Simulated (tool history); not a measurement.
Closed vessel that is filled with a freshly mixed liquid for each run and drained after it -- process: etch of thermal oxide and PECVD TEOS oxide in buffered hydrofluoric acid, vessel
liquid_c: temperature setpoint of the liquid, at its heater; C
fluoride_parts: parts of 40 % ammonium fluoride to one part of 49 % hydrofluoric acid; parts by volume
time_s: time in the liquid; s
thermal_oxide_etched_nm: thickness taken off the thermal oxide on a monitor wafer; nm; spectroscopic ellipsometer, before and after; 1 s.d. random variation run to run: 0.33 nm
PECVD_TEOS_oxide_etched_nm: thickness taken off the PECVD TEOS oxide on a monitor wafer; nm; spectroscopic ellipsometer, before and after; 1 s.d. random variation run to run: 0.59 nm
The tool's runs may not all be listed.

| run | hour | liquid_c | fluoride_parts | time_s | thermal_oxide_etched_nm | PECVD_TEOS_oxide_etched_nm |
|---|---|---|---|---|---|---|
| 1 | 0 | 20 | 7 | 60 | 81.015 | 186.6 |
| 2 | 1.1 | 19 | 8.5 | 60 | 63.274 | 144.2 |
| 3 | 8.4 | 19 | 7 | 60 | 75.963 | 178.32 |
| 4 | 9.6 | 22 | 7 | 60 | 90.75 | 210.08 |
| 5 | 10.9 | 22 | 8 | 60 | 78.864 | 179.15 |
| 6 | 17.9 | 20.5 | 9 | 60 | 64.167 | 146.09 |
| 7 | 19.9 | 19.5 | 10 | 60 | 55.99 | 129.42 |
| 8 | 28.3 | 19 | 10.5 | 55 | 48.406 | 110.64 |
| 9 | 31 | 18.5 | 11 | 55 | 44.258 | 102.7 |
| 10 | 32.2 | 18 | 11.5 | 55 | 41.689 | 95.375 |

What does the tool deliver on the next run?
| 11 | 34.5 | 17.5 | 11.5 | 55 | ? | ? |

thermal_oxide_etched_nm: 39.449 nm
PECVD_TEOS_oxide_etched_nm: 92.57 nm

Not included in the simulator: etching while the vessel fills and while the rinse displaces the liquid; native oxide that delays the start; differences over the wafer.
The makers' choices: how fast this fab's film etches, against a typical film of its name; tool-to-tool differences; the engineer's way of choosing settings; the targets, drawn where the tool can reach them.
